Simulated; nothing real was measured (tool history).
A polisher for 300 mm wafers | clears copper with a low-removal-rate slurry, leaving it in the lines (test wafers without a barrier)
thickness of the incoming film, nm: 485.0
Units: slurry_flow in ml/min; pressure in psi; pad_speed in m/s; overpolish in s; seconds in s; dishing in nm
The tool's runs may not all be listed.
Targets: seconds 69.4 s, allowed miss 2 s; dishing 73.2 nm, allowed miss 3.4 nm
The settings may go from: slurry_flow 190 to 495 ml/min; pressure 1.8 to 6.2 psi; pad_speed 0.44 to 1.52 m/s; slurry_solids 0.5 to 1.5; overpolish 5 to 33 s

run,hour,slurry_flow,pressure,pad_speed,slurry_solids,overpolish,seconds,dishing
1,0,320,4,0.98,1,17,114.54,44.178
2,1.6,320,4,1.16,1,17,97.567,50.368
3,6.2,270,4,1.16,1,17,97.955,49.901
4,10.4,270,4.2,1.16,1,17,95.092,51.989
5,16.5,275,4.4,1.16,1,17,90.643,54.291
6,18,275,4.4,0.92,1,17,113.44,47.037
7,18.7,280,4.7,0.94,1,17,102.63,49.028
8,20.7,285,4.9,0.94,1,17,98.36,51.97
9,27,290,5.1,0.94,1,17,95.84,52.392
# hour 36: worn pad replaced by a new one
10,36,290,5.3,0.96,1,17,83.504,58.289
11,36.5,295,5.9,0.96,1,19,74.13,70.761
12,39.6,300,5.9,0.96,1,19,75.294,69.013
13,45.2,305,6.1,0.96,1,19,73.139,71.574

5 next moves are on the table. One of them brings every result within its allowed miss. Which?
A,50.8,310,5.8,0.9,1.1,19,?,?
B,50.8,335,6.2,0.88,1.15,18,?,?
C,50.8,260,6,0.9,1.05,23,?,?
D,50.8,275,6.2,1.04,0.9,19,?,?
E,50.8,365,5.8,0.96,0.95,19,?,?

move,seconds,dishing
A,78.746,66.193
B,74.058,66.918
C,78.261,76.378
D,68.384,73.685
E,76.082,67.875
A: further off than the last run
B: further off than the last run
C: further off than the last run
D: meets every target
E: further off than the last run
The right move is D.
